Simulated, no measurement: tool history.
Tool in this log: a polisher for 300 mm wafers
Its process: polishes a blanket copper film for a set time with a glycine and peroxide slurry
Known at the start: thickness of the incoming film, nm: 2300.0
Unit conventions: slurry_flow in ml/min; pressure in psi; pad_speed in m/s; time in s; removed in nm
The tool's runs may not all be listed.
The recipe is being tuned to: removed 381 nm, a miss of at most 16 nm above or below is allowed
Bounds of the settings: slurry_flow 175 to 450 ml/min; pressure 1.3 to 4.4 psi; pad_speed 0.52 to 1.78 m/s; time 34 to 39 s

run	hour	slurry_flow	pressure	pad_speed	time	removed
1	0	290	2.8	1.14	39	255.21
2	2.8	290	2.2	1.14	39	214.27
3	5.5	290	2.5	1.16	39	233.32
4	12.3	340	2.5	1.16	39	241.98
# hour 13.3: head pressure recalibrated
5	13.3	340	2.9	1.16	39	289.72
6	14.5	350	3	1.16	39	290.29
7	20.2	355	3.1	1.16	39	304.85
8	22.4	360	3.2	1.16	39	307.68
9	30.6	360	3.3	1.16	39	319.83
10	36.7	365	3.4	1.16	39	326.47
11	44.1	370	3.5	1.16	39	336.85
12	50	375	3.6	1.16	39	345.76
13	55.8	380	3.6	1.16	39	344.02

Pick the move, out of 4, that brings all results within their allowed miss; only one does.
A	61.6	355	4	1.28	37	?
B	61.6	445	3.7	1.34	39	?
C	61.6	335	3.9	1.06	37	?
D	61.6	295	4.4	1.24	39	?

move	removed
A	388.43
B	405.87
C	320.33
D	424.46
A: hits every target within its allowed miss
B: pushes the last run's worst result past its target
C: misses by more than the last run did
D: pushes the last run's worst result past its target
Correct choice: A, which meets every target

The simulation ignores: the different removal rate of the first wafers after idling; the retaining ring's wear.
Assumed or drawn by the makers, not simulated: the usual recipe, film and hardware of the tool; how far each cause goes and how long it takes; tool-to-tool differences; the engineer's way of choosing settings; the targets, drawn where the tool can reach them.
